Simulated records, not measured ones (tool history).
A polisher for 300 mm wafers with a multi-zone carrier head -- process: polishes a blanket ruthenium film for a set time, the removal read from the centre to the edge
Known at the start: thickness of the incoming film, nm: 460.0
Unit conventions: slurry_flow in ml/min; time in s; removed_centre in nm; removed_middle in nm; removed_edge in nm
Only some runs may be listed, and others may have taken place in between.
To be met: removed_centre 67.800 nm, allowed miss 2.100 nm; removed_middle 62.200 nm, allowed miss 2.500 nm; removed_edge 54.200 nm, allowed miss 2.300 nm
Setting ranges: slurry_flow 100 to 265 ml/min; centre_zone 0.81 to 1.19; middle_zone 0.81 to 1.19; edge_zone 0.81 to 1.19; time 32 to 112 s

| run | hour | slurry_flow | centre_zone | middle_zone | edge_zone | time | removed_centre | removed_middle | removed_edge |
|---|---|---|---|---|---|---|---|---|---|
| 1 | 0.0 | 170 | 1.00 | 1.00 | 1.00 | 72 | 51.001 | 50.896 | 47.724 |
| 2 | 5.8 | 175 | 1.02 | 1.01 | 1.01 | 72 | 52.598 | 51.183 | 49.127 |
| 3 | 8.9 | 175 | 1.02 | 1.01 | 1.07 | 72 | 52.728 | 50.850 | 50.565 |
| 4 | 10.0 | 175 | 1.02 | 1.04 | 1.07 | 72 | 53.854 | 52.694 | 49.984 |
| 5 | 12.5 | 140 | 1.02 | 1.04 | 1.07 | 72 | 49.480 | 49.295 | 48.415 |
| 6 | 18.8 | 150 | 1.03 | 1.05 | 1.07 | 72 | 51.114 | 50.905 | 49.726 |
| 7 | 20.9 | 200 | 1.13 | 1.14 | 0.97 | 71 | 58.856 | 57.000 | 48.000 |
| 8 | 29.8 | 205 | 1.13 | 1.14 | 0.98 | 71 | 58.489 | 56.866 | 47.602 |
| 9 | 31.7 | 215 | 1.19 | 1.13 | 1.07 | 79 | 69.090 | 63.769 | 55.751 |

Exactly one of the 4 candidate moves below puts every result within its allowed miss. Which one?
| A | 33.6 | 260 | 1.13 | 1.19 | 1.04 | 80 | ? | ? | ? |
| B | 33.6 | 210 | 1.09 | 1.05 | 1.10 | 79 | ? | ? | ? |
| C | 33.6 | 240 | 1.17 | 1.13 | 1.03 | 76 | ? | ? | ? |
| D | 33.6 | 215 | 1.14 | 1.05 | 1.13 | 82 | ? | ? | ? |

| move | removed_centre | removed_middle | removed_edge |
|---|---|---|---|
| A | 69.490 | 69.846 | 57.114 |
| B | 64.110 | 60.262 | 56.914 |
| C | 67.616 | 62.837 | 53.654 |
| D | 69.882 | 62.743 | 60.042 |
A: further off than the last run
B: further off than the last run
C: each result inside its tolerance
D: further off than the last run
C meets every target.
